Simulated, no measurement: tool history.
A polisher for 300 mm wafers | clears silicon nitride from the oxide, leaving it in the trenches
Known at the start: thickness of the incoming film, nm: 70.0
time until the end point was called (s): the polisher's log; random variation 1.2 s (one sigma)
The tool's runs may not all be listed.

| run | hour | flow of slurry (ml/min) | pressure of the wafer on the pad (psi) | speed of the pad under the wafer (m/s) | overpolish time after the end point (s) | time until the end point was called (s) |
|---|---|---|---|---|---|---|
| 1 | 0.0 | 200 | 2.3 | 1.10 | 41 | 98.890 |
| 2 | 1.0 | 200 | 2.6 | 1.12 | 41 | 86.817 |
| 3 | 2.0 | 200 | 2.8 | 1.14 | 41 | 77.125 |
| 4 | 4.7 | 200 | 2.8 | 1.02 | 41 | 86.029 |
| 5 | 7.5 | 200 | 2.8 | 0.78 | 41 | 108.080 |
| 6 | 14.9 | 200 | 3.1 | 0.82 | 41 | 95.025 |

The next listed run, before its measurement:
| 7 | 16.9 | 200 | 3.3 | 0.88 | 41 | ? |

time until the end point was called (s): 80.726
